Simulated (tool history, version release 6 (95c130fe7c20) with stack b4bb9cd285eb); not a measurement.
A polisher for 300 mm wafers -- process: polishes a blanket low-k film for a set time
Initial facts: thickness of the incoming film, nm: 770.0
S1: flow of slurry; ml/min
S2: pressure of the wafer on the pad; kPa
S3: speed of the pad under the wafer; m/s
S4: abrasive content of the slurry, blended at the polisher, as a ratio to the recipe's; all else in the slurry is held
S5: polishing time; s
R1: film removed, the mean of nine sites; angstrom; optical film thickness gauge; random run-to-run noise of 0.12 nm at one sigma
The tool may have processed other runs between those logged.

run 1 hour=0.0 | S1=205 S2=15.2 S3=0.78 S4=1.0 S5=46 | R1=211.62
run 2 hour=7.4 | S1=250 S2=15.2 S3=0.78 S4=1.0 S5=46 | R1=217.32
run 3 hour=10.8 | S1=250 S2=11.7 S3=0.78 S4=1.0 S5=46 | R1=168.40
run 4 hour=14.2 | S1=250 S2=11.0 S3=0.74 S4=1.0 S5=46 | R1=154.47
run 5 hour=16.3 | S1=250 S2=11.0 S3=0.74 S4=1.2 S5=46 | R1=166.16
run 6 hour=24.4 | S1=250 S2=10.3 S3=0.68 S4=1.2 S5=46 | R1=143.24
run 7 hour=31.7 | S1=250 S2=10.3 S3=0.68 S4=1.2 S5=46 | R1=146.98
run 8 hour=37.2 | S1=250 S2=9.7 S3=0.64 S4=1.2 S5=46 | R1=127.07
run 9 hour=44.2 | S1=250 S2=9.0 S3=0.62 S4=1.2 S5=46 | R1=118.10
run 10 hour=46.5 | S1=250 S2=9.0 S3=0.60 S4=1.2 S5=46 | R1=115.84

Run 11, settings as shown, results not yet in. Your forecast:
run 11 hour=49.7 | S1=250 S2=9.0 S3=0.58 S4=1.2 S5=46 | R1=?

R1: 113.54 angstrom

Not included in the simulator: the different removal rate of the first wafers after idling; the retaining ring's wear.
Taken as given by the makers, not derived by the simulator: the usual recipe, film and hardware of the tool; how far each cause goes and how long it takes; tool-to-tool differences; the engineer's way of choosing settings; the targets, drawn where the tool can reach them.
